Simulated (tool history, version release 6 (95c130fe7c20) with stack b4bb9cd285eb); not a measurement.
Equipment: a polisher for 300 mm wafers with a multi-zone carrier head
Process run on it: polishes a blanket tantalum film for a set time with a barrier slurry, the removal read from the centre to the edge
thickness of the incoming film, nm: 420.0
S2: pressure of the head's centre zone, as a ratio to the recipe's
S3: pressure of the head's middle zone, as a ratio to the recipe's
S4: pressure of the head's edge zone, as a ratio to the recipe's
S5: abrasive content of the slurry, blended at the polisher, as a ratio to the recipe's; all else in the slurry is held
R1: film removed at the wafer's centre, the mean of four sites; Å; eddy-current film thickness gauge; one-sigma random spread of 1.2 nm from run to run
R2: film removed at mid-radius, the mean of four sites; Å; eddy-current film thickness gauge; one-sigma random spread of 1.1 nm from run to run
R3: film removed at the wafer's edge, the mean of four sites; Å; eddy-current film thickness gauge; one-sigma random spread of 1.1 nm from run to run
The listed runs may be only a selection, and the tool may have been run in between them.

run 1 day=0 | flow_of_slurry_(ml/min)=175 S2=1 S3=1 S4=1 S5=1 polishing_time_(s)=77 | R1=1173.9 R2=1207.6 R3=1149.9
run 2 day=0.342 | flow_of_slurry_(ml/min)=140 S2=1 S3=1 S4=1 S5=1 polishing_time_(s)=77 | R1=1137.3 R2=1140.7 R3=1110.3
run 3 day=0.442 | flow_of_slurry_(ml/min)=140 S2=1 S3=1 S4=1 S5=0.8 polishing_time_(s)=77 | R1=1027.8 R2=1054.8 R3=994.43
run 4 day=0.796 | flow_of_slurry_(ml/min)=170 S2=1 S3=1 S4=1 S5=0.8 polishing_time_(s)=77 | R1=1072.6 R2=1054.9 R3=988.01
run 5 day=1.092 | flow_of_slurry_(ml/min)=170 S2=1 S3=1 S4=1 S5=0.65 polishing_time_(s)=77 | R1=907.6 R2=877.1 R3=874.43
run 6 day=1.317 | flow_of_slurry_(ml/min)=170 S2=1 S3=0.91 S4=1 S5=0.65 polishing_time_(s)=77 | R1=903.41 R2=847.73 R3=880.89
run 7 day=1.671 | flow_of_slurry_(ml/min)=170 S2=0.98 S3=0.91 S4=0.99 S5=0.65 polishing_time_(s)=77 | R1=879.3 R2=820.21 R3=878.23
run 8 day=1.754 | flow_of_slurry_(ml/min)=165 S2=0.97 S3=0.93 S4=0.98 S5=0.65 polishing_time_(s)=77 | R1=895.77 R2=866.97 R3=865.54
run 9 day=1.942 | flow_of_slurry_(ml/min)=165 S2=0.95 S3=0.92 S4=0.98 S5=0.65 polishing_time_(s)=77 | R1=857.36 R2=866.06 R3=870.25
run 10 day=2.229 | flow_of_slurry_(ml/min)=165 S2=0.95 S3=0.91 S4=0.97 S5=0.65 polishing_time_(s)=77 | R1=844.39 R2=829.08 R3=876.4
run 11 day=2.55 | flow_of_slurry_(ml/min)=155 S2=0.95 S3=0.94 S4=0.93 S5=0.55 polishing_time_(s)=76 | R1=692.46 R2=701.76 R3=694.7
run 12 day=2.829 | flow_of_slurry_(ml/min)=170 S2=0.94 S3=0.94 S4=0.95 S5=0.55 polishing_time_(s)=76 | R1=711.34 R2=712.73 R3=734.33

Run 13 has not been measured yet. What should we expect?
run 13 day=2.983 | flow_of_slurry_(ml/min)=220 S2=0.96 S3=1.02 S4=0.98 S5=0.6 polishing_time_(s)=76 | R1=? R2=? R3=?

{"run 13": {"R1": 810.11, "R2": 872.31, "R3": 815.14}}
